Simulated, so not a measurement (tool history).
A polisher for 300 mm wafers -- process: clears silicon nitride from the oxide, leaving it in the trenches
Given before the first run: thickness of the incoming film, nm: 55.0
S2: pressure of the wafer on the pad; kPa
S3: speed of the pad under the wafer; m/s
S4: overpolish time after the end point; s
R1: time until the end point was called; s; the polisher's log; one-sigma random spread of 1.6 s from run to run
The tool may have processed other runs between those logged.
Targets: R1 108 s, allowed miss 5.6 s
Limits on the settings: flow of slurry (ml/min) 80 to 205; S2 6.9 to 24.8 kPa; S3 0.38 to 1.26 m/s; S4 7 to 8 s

Run 1, day 0: flow of slurry (ml/min) 135, S2 15.9 kPa, S3 0.82 m/s, S4 8 s. Result: R1 89.131 s.
Run 2, day 0.204: flow of slurry (ml/min) 135, S2 15.9 kPa, S3 0.98 m/s, S4 8 s. Result: R1 75.962 s.
Run 3, day 0.462: flow of slurry (ml/min) 135, S2 15.9 kPa, S3 0.98 m/s, S4 8 s. Result: R1 73.411 s.
Run 4, day 0.492: flow of slurry (ml/min) 120, S2 15.9 kPa, S3 0.98 m/s, S4 8 s. Result: R1 76.791 s.
Run 5, day 0.521: flow of slurry (ml/min) 120, S2 17.2 kPa, S3 0.98 m/s, S4 8 s. Result: R1 68.447 s.
Run 6, day 0.662: flow of slurry (ml/min) 120, S2 20.7 kPa, S3 0.98 m/s, S4 8 s. Result: R1 59.792 s.
Run 7, day 0.721: flow of slurry (ml/min) 120, S2 18.6 kPa, S3 0.96 m/s, S4 8 s. Result: R1 67.533 s.
Run 8, day 0.8: flow of slurry (ml/min) 120, S2 16.5 kPa, S3 0.94 m/s, S4 8 s. Result: R1 76.322 s.
Run 9, day 0.846: flow of slurry (ml/min) 120, S2 15.2 kPa, S3 0.94 m/s, S4 8 s. Result: R1 80.318 s.
Run 10, day 0.975: flow of slurry (ml/min) 120, S2 13.8 kPa, S3 0.92 m/s, S4 8 s. Result: R1 94.129 s.
Run 11, day 1.092: flow of slurry (ml/min) 120, S2 13.1 kPa, S3 0.92 m/s, S4 8 s. Result: R1 95.443 s.

4 next moves are on the table. One of them brings every result within its allowed miss. Which?
Run A, day 1.208: flow of slurry (ml/min) 120, S2 15.2 kPa, S3 0.98 m/s, S4 8 s. Result: R1 ?.
Run B, day 1.208: flow of slurry (ml/min) 125, S2 17.2 kPa, S3 0.88 m/s, S4 7 s. Result: R1 ?.
Run C, day 1.208: flow of slurry (ml/min) 120, S2 13.1 kPa, S3 0.96 m/s, S4 8 s. Result: R1 ?.
Run D, day 1.208: flow of slurry (ml/min) 105, S2 11 kPa, S3 1 m/s, S4 7 s. Result: R1 ?.

move      R1
   A  78.694
   B  76.583
   C  92.511
   D   107.8
A: further off than the last run
B: further off than the last run
C: further off than the last run
D: in spec on every target
Answer: D

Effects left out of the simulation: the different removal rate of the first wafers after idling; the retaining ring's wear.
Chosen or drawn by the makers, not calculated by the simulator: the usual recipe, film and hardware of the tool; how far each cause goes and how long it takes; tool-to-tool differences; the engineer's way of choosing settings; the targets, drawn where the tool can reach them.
